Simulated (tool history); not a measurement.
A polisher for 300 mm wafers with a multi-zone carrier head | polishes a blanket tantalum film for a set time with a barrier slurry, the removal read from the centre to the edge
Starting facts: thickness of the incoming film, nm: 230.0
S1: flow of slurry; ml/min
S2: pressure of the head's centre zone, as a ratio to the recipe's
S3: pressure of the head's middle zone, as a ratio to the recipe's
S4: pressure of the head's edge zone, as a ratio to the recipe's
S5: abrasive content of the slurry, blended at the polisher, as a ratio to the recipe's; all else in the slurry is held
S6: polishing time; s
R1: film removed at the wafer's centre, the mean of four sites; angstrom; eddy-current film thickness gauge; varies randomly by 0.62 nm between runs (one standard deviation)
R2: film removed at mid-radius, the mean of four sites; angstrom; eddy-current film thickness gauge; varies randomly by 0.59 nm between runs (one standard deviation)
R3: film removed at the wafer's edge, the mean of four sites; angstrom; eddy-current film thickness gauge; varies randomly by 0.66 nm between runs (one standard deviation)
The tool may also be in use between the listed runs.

run  hour   S1    S2    S3    S4    S5  S6      R1      R2      R3
  1     0  145     1     1     1     1  34  568.89  600.22  582.21
  2     3  145     1     1     1   0.9  34  555.19  589.55  566.85
  3  10.8  145     1     1     1     1  34  568.93  602.75   579.3
  4  18.6  145     1  0.93     1     1  34  572.56  573.44  584.17
  5  24.8  130     1  0.93     1     1  34  557.46  558.52  569.87
  6    29  140  1.01  0.95  1.03   1.1  34  575.08   579.8  595.33
  7  35.2  150  1.02  0.97  1.05  1.15  35  609.25  625.24  642.54

The next listed run, before its measurement:
  8  39.4  160  1.04  0.99  1.06  1.2  35   ?   ?   ?

{"run 8": {"R1": 634.72, "R2": 649.74, "R3": 640.83}}
